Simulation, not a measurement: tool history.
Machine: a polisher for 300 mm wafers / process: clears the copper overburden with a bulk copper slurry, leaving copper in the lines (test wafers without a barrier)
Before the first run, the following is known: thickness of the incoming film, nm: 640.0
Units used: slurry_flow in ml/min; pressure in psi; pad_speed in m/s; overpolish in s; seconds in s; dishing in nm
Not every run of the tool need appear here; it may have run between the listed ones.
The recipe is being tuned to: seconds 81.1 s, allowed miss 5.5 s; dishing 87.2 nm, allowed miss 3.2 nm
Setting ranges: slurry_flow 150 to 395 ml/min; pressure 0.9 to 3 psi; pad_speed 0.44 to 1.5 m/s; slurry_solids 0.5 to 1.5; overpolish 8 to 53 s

run    day  slurry_flow  pressure  pad_speed  slurry_solids  overpolish  seconds  dishing
  1      0          250       1.9       0.96              1          27   120.39   67.675
  2  0.046          195       1.9       0.96              1          27   125.58   66.313
  3  0.146          195       1.9       0.86              1          27    145.5   61.805
  4  0.375          195       1.4       0.86              1          27   185.15   50.931
  5  0.675          200       1.6       0.86              1          26   159.47    54.37
  6  1.008          210       1.8       0.86              1          26   146.93   58.005
  7   1.15          215         2       0.86              1          26   136.45   63.588
  8   1.35          215       2.6       0.98              1          17   94.564   62.601
  9  1.529          215       2.6       0.98              1          18   94.773   63.388
 10  1.758          215       2.6       0.98              1          19   96.519   65.999
 11  2.096          215       2.7       0.98              1          20   91.962   71.651
 12  2.158          215       2.8       0.98              1          20   93.019   72.924
 13  2.496          220       2.8          1              1          20   87.272    72.32
 14  2.633          220       2.8          1              1          21   86.992   74.374
 15  2.729          220       2.8          1              1          22   89.959   78.908
 16  2.754          225       2.8          1              1          22   87.113   77.432
 17   2.95          230       2.9          1              1          23   85.437    83.76

Exercise: of the 4 proposed moves below, exactly one satisfies all targets within the stated allowed misses. Which move is it?
  A  3.146          225         3       0.98            1.1          24        ?        ?
  B  3.146          245         3       1.02           0.95          21        ?        ?
  C  3.146          205       2.9       0.98            1.1          21        ?        ?
  D  3.146          225       2.8        0.9           1.05          30        ?        ?

move  seconds  dishing
   A   84.055   86.653
   B   83.321   80.565
   C   87.278   77.949
   D   97.979   89.021
A: meets every target
B: its largest miss is bigger than the last run's
C: its largest miss is bigger than the last run's
D: brings the last run's worst result on target, with another outside its allowed miss
A is the move that brings every result within its allowed miss.
